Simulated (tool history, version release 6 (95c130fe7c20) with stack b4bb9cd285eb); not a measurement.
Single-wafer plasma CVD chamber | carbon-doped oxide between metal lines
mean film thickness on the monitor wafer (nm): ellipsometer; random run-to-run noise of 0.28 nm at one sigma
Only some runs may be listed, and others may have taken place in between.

| run | hour | heater temperature setpoint (K) | chamber pressure (Torr) | RF power (kW) | deposition time (s) | mean film thickness on the monitor wafer (nm) |
|---|---|---|---|---|---|---|
| 1 | 0.0 | 618.15 | 4.68 | 0.625 | 17.4 | 104.71 |
| 2 | 5.2 | 615.15 | 4.93 | 0.630 | 17.4 | 106.98 |
| 3 | 8.1 | 615.15 | 4.93 | 0.630 | 17.4 | 107.38 |
| 4 | 10.5 | 612.15 | 5.11 | 0.630 | 17.4 | 108.73 |
| 5 | 12.5 | 612.15 | 5.11 | 0.685 | 17.4 | 112.09 |
| 6 | 16.6 | 612.15 | 5.64 | 0.685 | 17.4 | 113.75 |
| 7 | 18.7 | 610.15 | 5.70 | 0.685 | 17.4 | 114.28 |
| 8 | 23.6 | 608.15 | 5.77 | 0.685 | 17.4 | 115.53 |
| 9 | 27.2 | 607.15 | 5.81 | 0.685 | 17.4 | 115.32 |
| 10 | 33.2 | 606.15 | 5.89 | 0.690 | 17.4 | 116.78 |
| 11 | 35.9 | 605.15 | 5.92 | 0.690 | 17.4 | 117.13 |
| 12 | 42.4 | 604.15 | 5.95 | 0.690 | 17.4 | 117.45 |
| 13 | 44.2 | 603.15 | 5.98 | 0.690 | 17.4 | 117.78 |

Run 14 is up next; what results do you expect?
|  | 49.5 | thermocouple changed; heater temperature recalibrated |
| 14 | 49.5 | 602.15 | 6.01 | 0.690 | 17.4 | ? |

mean film thickness on the monitor wafer (nm): 116.98

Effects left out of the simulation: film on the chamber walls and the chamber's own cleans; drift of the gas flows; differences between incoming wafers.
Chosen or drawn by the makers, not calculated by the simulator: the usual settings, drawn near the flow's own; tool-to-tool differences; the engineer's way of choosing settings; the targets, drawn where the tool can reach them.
